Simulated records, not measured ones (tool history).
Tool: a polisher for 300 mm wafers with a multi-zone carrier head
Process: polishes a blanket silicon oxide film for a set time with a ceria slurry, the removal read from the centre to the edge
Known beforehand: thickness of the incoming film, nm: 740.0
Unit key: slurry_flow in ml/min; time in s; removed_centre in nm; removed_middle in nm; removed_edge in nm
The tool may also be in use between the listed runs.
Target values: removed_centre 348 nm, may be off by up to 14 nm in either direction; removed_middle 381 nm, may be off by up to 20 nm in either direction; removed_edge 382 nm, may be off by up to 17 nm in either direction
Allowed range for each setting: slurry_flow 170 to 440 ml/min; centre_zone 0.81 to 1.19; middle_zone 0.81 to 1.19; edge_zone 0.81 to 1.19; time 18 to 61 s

run	hour	slurry_flow	centre_zone	middle_zone	edge_zone	time	removed_centre	removed_middle	removed_edge
1	0	280	1	1	1	39	257.05	252.77	261.88
2	6.1	280	1	1.01	1.01	41	272.32	270.61	279.57
3	12.8	225	1	1.01	1.01	41	265.02	262.28	280.14
4	15.1	225	1	1.02	1.02	42	273.37	272.29	273.63
5	17.6	235	0.99	1.02	1.02	44	278.84	288.37	303.53
6	22.6	240	0.99	1.03	1.02	45	287.77	301.28	296.32
7	25.9	240	0.99	1.03	1.03	46	289.18	307.22	307.03
8	30.8	240	0.99	1.03	1.03	47	300.85	304.35	316.53
9	35.1	240	0.99	1.04	1.03	48	311.87	311.91	324
10	42.5	255	0.96	1.14	1.13	53	333.09	397.51	365.03
11	44.4	255	0.96	1.13	1.13	53	330.75	379.82	377.71

Of the 4 settings listed for the next run, only one would bring every result within its allowed miss of target. Which one?
A	46.3	175	0.89	1.19	1.11	57	?	?	?
B	46.3	295	0.93	1.11	1.14	52	?	?	?
C	46.3	255	0.92	1.06	1.16	53	?	?	?
D	46.3	245	0.97	1.08	1.05	55	?	?	?

move	removed_centre	removed_middle	removed_edge
A	315.45	411.7	385.16
B	319.16	373.07	371.18
C	316.99	360.79	378.19
D	345.55	378.92	371.96
A: moves away from the targets compared with the last run
B: moves away from the targets compared with the last run
C: moves away from the targets compared with the last run
D: every result lands within tolerance
Go with D: it meets all targets.
